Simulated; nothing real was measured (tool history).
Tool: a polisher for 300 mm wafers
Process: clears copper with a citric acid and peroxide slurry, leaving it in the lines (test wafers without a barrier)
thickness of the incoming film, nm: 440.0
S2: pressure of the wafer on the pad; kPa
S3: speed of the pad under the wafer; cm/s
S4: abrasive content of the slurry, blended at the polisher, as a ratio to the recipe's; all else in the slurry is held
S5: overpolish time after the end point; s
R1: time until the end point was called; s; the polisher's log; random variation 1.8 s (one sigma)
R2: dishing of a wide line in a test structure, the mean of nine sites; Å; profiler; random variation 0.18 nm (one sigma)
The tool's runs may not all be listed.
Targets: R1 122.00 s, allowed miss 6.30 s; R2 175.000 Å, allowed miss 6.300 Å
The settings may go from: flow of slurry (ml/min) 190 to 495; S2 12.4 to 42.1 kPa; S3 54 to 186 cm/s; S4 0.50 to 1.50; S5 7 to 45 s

{"run": 1, "hour": 0.0, "flow of slurry (ml/min)": 320, "S2": 26.9, "S3": 118, "S4": 1.0, "S5": 23, "R1": 128.8, "R2": 452.17}
{"run": 2, "hour": 5.2, "flow of slurry (ml/min)": 320, "S2": 25.5, "S3": 122, "S4": 1.0, "S5": 21, "R1": 134.5, "R2": 408.29}
{"run": 3, "hour": 6.1, "flow of slurry (ml/min)": 320, "S2": 25.5, "S3": 122, "S4": 1.0, "S5": 14, "R1": 131.69, "R2": 298.31}
{"run": 4, "hour": 12.8, "flow of slurry (ml/min)": 320, "S2": 24.8, "S3": 126, "S4": 1.0, "S5": 13, "R1": 129.07, "R2": 280.72}
{"run": 5, "hour": 21.5, "flow of slurry (ml/min)": 315, "S2": 23.4, "S3": 132, "S4": 0.95, "S5": 12, "R1": 135.27, "R2": 259.98}
{"run": 6, "hour": 22.6, "flow of slurry (ml/min)": 315, "S2": 22.8, "S3": 138, "S4": 0.9, "S5": 11, "R1": 137.23, "R2": 245.63}
{"run": 7, "hour": 28.1, "flow of slurry (ml/min)": 300, "S2": 21.4, "S3": 144, "S4": 0.9, "S5": 11, "R1": 132.46, "R2": 236.53}
{"run": 8, "hour": 34.1, "flow of slurry (ml/min)": 290, "S2": 20.7, "S3": 148, "S4": 0.85, "S5": 11, "R1": 142.35, "R2": 226.47}
{"run": 9, "hour": 41.5, "flow of slurry (ml/min)": 380, "S2": 13.1, "S3": 124, "S4": 1.1, "S5": 7, "R1": 233.72, "R2": 95.062}
{"run": 10, "hour": 47.9, "flow of slurry (ml/min)": 380, "S2": 13.1, "S3": 124, "S4": 1.1, "S5": 7, "R1": 225.83, "R2": 95.183}
{"run": 11, "hour": 55.6, "flow of slurry (ml/min)": 380, "S2": 20.7, "S3": 128, "S4": 1.1, "S5": 12, "R1": 150.27, "R2": 235.55}
{"run": 12, "hour": 61.4, "flow of slurry (ml/min)": 360, "S2": 20.7, "S3": 130, "S4": 1.15, "S5": 11, "R1": 142.17, "R2": 225.32}
{"run": 13, "hour": 63.3, "flow of slurry (ml/min)": 340, "S2": 20.0, "S3": 132, "S4": 1.15, "S5": 11, "R1": 145.57, "R2": 215.53}
{"run": 14, "hour": 70.6, "flow of slurry (ml/min)": 325, "S2": 19.3, "S3": 134, "S4": 1.15, "S5": 11, "R1": 146.28, "R2": 219.14}
{"run": 15, "hour": 72.8, "flow of slurry (ml/min)": 415, "S2": 23.4, "S3": 114, "S4": 1.4, "S5": 7, "R1": 135.5, "R2": 160.59}
{"run": 16, "hour": 79.9, "flow of slurry (ml/min)": 410, "S2": 24.1, "S3": 114, "S4": 1.45, "S5": 7, "R1": 127.61, "R2": 165.15}
{"run": 17, "hour": 88.8, "flow of slurry (ml/min)": 405, "S2": 24.1, "S3": 114, "S4": 1.45, "S5": 7, "R1": 130.63, "R2": 166.43}

5 next moves are on the table. One of them brings every result within its allowed miss. Which?
{"run": "A", "hour": 97.7, "flow of slurry (ml/min)": 435, "S2": 20.7, "S3": 144, "S4": 1.5, "S5": 7, "R1": "?", "R2": "?"}
{"run": "B", "hour": 97.7, "flow of slurry (ml/min)": 440, "S2": 31.7, "S3": 100, "S4": 1.5, "S5": 7, "R1": "?", "R2": "?"}
{"run": "C", "hour": 97.7, "flow of slurry (ml/min)": 415, "S2": 31.7, "S3": 100, "S4": 1.5, "S5": 7, "R1": "?", "R2": "?"}
{"run": "D", "hour": 97.7, "flow of slurry (ml/min)": 390, "S2": 27.6, "S3": 126, "S4": 1.35, "S5": 7, "R1": "?", "R2": "?"}
{"run": "E", "hour": 97.7, "flow of slurry (ml/min)": 375, "S2": 22.8, "S3": 116, "S4": 1.5, "S5": 9, "R1": "?", "R2": "?"}

move=A R1=116.87 R2=176.730
move=B R1=109.94 R2=188.020
move=C R1=110.35 R2=187.400
move=D R1=104.40 R2=196.530
move=E R1=132.73 R2=197.930
A: meets every target
B: takes the result that was furthest off past its target
C: takes the result that was furthest off past its target
D: takes the result that was furthest off past its target
E: further off than the last run
Answer: A
